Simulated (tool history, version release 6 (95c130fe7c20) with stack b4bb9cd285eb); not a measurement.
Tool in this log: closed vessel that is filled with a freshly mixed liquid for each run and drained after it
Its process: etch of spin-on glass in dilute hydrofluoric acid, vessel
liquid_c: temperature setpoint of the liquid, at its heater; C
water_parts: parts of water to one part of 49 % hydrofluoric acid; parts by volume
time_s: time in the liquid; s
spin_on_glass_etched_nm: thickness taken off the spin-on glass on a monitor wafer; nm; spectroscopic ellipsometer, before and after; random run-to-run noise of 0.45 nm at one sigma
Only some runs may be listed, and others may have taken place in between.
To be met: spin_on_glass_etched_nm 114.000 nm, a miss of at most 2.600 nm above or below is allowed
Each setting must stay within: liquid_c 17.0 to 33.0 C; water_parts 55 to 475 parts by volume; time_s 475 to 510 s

run	hour	liquid_c	water_parts	time_s	spin_on_glass_etched_nm
1	0.0	25.0	265	475	49.859
2	3.9	25.0	175	475	83.008
3	7.7	25.0	175	510	89.312
4	11.7	26.5	175	510	94.080
5	15.8	26.5	175	510	94.631
6	18.6	27.5	175	510	97.332
7	27.3	27.5	175	510	97.689
8	33.2	28.5	175	510	101.190

Pick the move, out of 5, that brings all results within their allowed miss; only one does.
A	39.1	24.5	140	510	?
B	39.1	26.0	140	510	?
C	39.1	30.5	160	510	?
D	39.1	29.5	155	510	?
E	39.1	22.0	120	505	?

move	spin_on_glass_etched_nm
A	113.520
B	120.180
C	120.900
D	121.200
E	121.720
A: hits every target within its allowed miss
B: moves the result that the last run missed by most past its target, out the other side
C: moves the result that the last run missed by most past its target, out the other side
D: moves the result that the last run missed by most past its target, out the other side
E: moves the result that the last run missed by most past its target, out the other side
Go with A: it meets all targets.
